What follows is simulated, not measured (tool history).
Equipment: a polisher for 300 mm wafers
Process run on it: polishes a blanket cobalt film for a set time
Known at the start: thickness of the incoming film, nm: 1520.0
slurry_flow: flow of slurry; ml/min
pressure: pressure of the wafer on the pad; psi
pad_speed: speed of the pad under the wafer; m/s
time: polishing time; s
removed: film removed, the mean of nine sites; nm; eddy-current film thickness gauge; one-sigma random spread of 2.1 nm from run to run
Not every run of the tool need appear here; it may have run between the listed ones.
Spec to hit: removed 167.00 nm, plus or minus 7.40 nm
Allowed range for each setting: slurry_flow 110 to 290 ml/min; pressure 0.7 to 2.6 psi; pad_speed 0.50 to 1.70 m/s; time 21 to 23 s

| run | hour | slurry_flow | pressure | pad_speed | time | removed |
|---|---|---|---|---|---|---|
| 1 | 0.0 | 185 | 1.6 | 1.10 | 23 | 121.78 |
| 2 | 7.8 | 185 | 1.8 | 1.10 | 23 | 132.70 |
| 3 | 10.6 | 185 | 1.8 | 1.10 | 21 | 120.27 |
| 4 | 13.6 | 185 | 1.9 | 1.10 | 21 | 124.13 |
| 5 | 15.1 | 210 | 1.9 | 1.10 | 21 | 130.78 |
| 6 | 16.5 | 210 | 1.6 | 1.10 | 21 | 108.71 |
| 7 | 21.9 | 210 | 1.7 | 1.10 | 21 | 113.39 |
| 8 | 29.1 | 210 | 1.8 | 1.10 | 21 | 123.02 |
| 9 | 38.0 | 210 | 1.9 | 1.10 | 21 | 128.29 |
| 10 | 41.2 | 210 | 2.0 | 1.10 | 21 | 135.26 |
| 11 | 42.7 | 210 | 2.2 | 1.12 | 21 | 151.44 |
| 12 | 48.7 | 210 | 2.3 | 1.12 | 21 | 158.97 |

Pick the move, out of 4, that brings all results within their allowed miss; only one does.
| A | 54.7 | 195 | 2.4 | 1.18 | 23 | ? |
| B | 54.7 | 200 | 2.3 | 1.20 | 21 | ? |
| C | 54.7 | 175 | 2.4 | 1.14 | 23 | ? |
| D | 54.7 | 165 | 2.3 | 1.10 | 21 | ? |

| move | removed |
|---|---|
| A | 187.02 |
| B | 167.05 |
| C | 178.67 |
| D | 150.20 |
A: carries the result that was furthest off beyond its target, to the other side
B: in spec on every target
C: carries the result that was furthest off beyond its target, to the other side
D: its largest miss is bigger than the last run's
Correct choice: B, which meets every target
